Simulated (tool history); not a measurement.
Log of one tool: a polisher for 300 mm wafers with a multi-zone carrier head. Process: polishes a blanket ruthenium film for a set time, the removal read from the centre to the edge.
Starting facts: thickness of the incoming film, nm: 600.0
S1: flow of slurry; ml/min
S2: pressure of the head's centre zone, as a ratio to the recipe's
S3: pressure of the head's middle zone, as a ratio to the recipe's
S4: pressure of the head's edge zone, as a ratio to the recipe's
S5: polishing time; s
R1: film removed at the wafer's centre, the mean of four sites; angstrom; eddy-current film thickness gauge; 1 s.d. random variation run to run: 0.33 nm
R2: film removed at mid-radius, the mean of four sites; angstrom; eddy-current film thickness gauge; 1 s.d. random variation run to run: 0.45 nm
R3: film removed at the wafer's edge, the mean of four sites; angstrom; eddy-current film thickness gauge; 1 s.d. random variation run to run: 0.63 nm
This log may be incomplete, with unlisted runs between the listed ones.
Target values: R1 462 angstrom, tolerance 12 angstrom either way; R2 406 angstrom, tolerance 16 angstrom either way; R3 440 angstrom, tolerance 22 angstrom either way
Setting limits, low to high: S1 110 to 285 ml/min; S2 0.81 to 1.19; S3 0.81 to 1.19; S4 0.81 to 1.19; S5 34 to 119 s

run    day   S1    S2    S3    S4  S5      R1      R2      R3
  1      0  180     1     1     1  76  519.38  511.34  502.12
  2  0.075  145     1     1     1  76  504.93  482.39  505.79
  3   0.35  145     1  1.07     1  76   501.7   513.3  492.82
  4  0.488  145     1  1.07  1.05  76   502.7  508.73   505.8
  5  0.758  145     1  1.07  1.05  58  381.41     400   378.9
  6  1.108  115     1  1.07  1.05  58     371  385.43  372.41
  7  1.375  135  1.02  1.05  1.07  59   393.3  394.87  404.53
  8  1.462  150  1.04  1.04  1.06  59  405.63  393.43  392.96
  9  1.812  165   1.1  0.99  1.16  65  480.57  425.69  440.28

Pick the move, out of 4, that brings all results within their allowed miss; only one does.
  A  2.162  190  1.15  0.96  1.13  63   ?   ?   ?
  B  2.162  170  1.18  0.97  1.16  63   ?   ?   ?
  C  2.162  205  1.08  0.97  1.15  62   ?   ?   ?
  D  2.162  160  1.15  1.09  1.13  64   ?   ?   ?

move      R1      R2      R3
   A  494.62  410.42  441.02
   B  498.09  408.03  440.47
   C   465.1  411.36  439.73
   D   490.3  453.92  439.89
A: moves away from the targets compared with the last run
B: moves away from the targets compared with the last run
C: hits every target within its allowed miss
D: moves away from the targets compared with the last run
C is the move that brings every result within its allowed miss.

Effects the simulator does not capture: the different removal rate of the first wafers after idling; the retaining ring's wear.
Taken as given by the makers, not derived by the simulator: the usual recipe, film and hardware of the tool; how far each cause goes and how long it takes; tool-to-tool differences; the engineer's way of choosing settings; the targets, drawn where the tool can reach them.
